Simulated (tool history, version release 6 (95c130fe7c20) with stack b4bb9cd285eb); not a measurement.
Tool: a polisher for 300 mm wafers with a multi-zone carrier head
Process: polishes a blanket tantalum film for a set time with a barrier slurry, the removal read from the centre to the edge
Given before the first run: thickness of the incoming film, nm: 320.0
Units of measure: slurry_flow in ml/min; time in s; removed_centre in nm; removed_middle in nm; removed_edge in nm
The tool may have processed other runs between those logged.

run 1 hour=0.0 | slurry_flow=310 centre_zone=1.00 middle_zone=1.00 edge_zone=1.00 slurry_solids=1.00 time=65 | removed_centre=81.235 removed_middle=80.905 removed_edge=81.268
run 2 hour=7.6 | slurry_flow=305 centre_zone=0.98 middle_zone=1.00 edge_zone=0.98 slurry_solids=1.00 time=65 | removed_centre=80.834 removed_middle=82.457 removed_edge=83.224
run 3 hour=9.7 | slurry_flow=305 centre_zone=0.98 middle_zone=1.00 edge_zone=0.98 slurry_solids=1.00 time=75 | removed_centre=90.581 removed_middle=95.824 removed_edge=93.622
run 4 hour=12.4 | slurry_flow=305 centre_zone=0.98 middle_zone=1.00 edge_zone=0.98 slurry_solids=1.00 time=84 | removed_centre=102.890 removed_middle=105.980 removed_edge=102.370
run 5 hour=14.1 | slurry_flow=305 centre_zone=0.97 middle_zone=1.00 edge_zone=0.97 slurry_solids=0.90 time=81 | removed_centre=94.568 removed_middle=99.099 removed_edge=94.402
run 6 hour=14.7 | slurry_flow=305 centre_zone=0.95 middle_zone=0.98 edge_zone=0.96 slurry_solids=0.80 time=81 | removed_centre=91.056 removed_middle=94.068 removed_edge=94.996
run 7 hour=16.6 | slurry_flow=305 centre_zone=0.95 middle_zone=0.99 edge_zone=0.95 slurry_solids=0.75 time=79 | removed_centre=86.836 removed_middle=90.705 removed_edge=90.035

Estimate the outcome of run 8 from the log above:
run 8 hour=18.5 | slurry_flow=305 centre_zone=0.94 middle_zone=1.00 edge_zone=0.94 slurry_solids=0.70 time=78 | removed_centre=? removed_middle=? removed_edge=?

{"run 8": {"removed_centre": 83.787, "removed_middle": 88.408, "removed_edge": 85.044}}
